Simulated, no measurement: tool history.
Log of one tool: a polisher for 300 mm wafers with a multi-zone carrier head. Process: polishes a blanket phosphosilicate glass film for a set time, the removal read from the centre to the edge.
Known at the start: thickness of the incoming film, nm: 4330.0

run  hour  flow of slurry (ml/min)  pressure of the head's centre zone  pressure of the head's middle zone  pressure of the head's edge zone  abrasive content of the slurry  polishing time (s)  film removed at the wafer's centre (nm)  film removed at mid-radius (nm)  film removed at the wafer's edge (nm)
  1   0.0                      220                                1.00                                1.00                              1.00                            1.00                  66                                   368.02                           359.33                                 350.64
  2   8.1                      225                                0.99                                1.01                              1.02                            1.00                  66                                   363.24                           364.65                                 355.77
  3  14.3                      230                                0.98                                1.02                              1.04                            1.00                  66                                   360.33                           369.10                                 352.95
  4  20.1                      230                                0.98                                0.96                              1.04                            1.00                  66                                   359.49                           354.35                                 356.05
     26.9  -- edge zone pressure recalibrated
  5  26.9                      230                                0.97                                0.97                              1.05                            1.05                  66                                   368.94                           369.76                                 389.66
  6  31.4                      230                                0.97                                0.97                              1.05                            1.05                  59                                   325.62                           325.42                                 349.44
  7  36.4                      235                                0.97                                0.99                              1.06                            1.05                  59                                   330.07                           336.07                                 351.78
  8  41.5                      240                                0.97                                1.01                              1.07                            1.05                  59                                   329.95                           338.33                                 358.40
  9  48.2                      240                                0.96                                1.03                              1.07                            1.05                  59                                   328.97                           346.23                                 354.46
 10  55.7                      245                                0.96                                1.05                              1.08                            1.05                  59                                   325.07                           346.85                                 353.05

The next listed run, before its measurement:
 11  64.3                      245                                0.96                                1.07                              1.08                            1.10                  59                                        ?                                ?                                      ?

{"run 11": {"film removed at the wafer's centre (nm)": 334.43, "film removed at mid-radius (nm)": 364.99, "film removed at the wafer's edge (nm)": 368.67}}
